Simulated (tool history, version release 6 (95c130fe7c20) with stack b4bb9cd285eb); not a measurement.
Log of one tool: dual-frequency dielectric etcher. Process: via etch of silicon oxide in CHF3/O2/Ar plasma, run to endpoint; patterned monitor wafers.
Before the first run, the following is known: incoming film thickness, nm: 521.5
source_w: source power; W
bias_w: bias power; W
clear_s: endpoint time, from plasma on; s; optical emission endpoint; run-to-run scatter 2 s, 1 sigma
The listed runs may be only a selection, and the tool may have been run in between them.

run	day	source_w	bias_w	clear_s
1	0	570	148	287.72
2	0.342	600	153	274.29
3	0.696	600	135	289.16
4	0.725	600	116	301.5
5	1.012	600	103	315.57
6	1.104	700	103	292.63
7	1.183	710	113	283.32
8	1.304	720	121	274.23
9	1.5	730	127	272.75
10	1.617	740	135	261.27
11	1.762	750	139	253.28
12	1.904	760	141	253.31

Run 13, settings as shown, results not yet in. Your forecast:
13	2.058	760	144	?

clear_s: 250.28 s
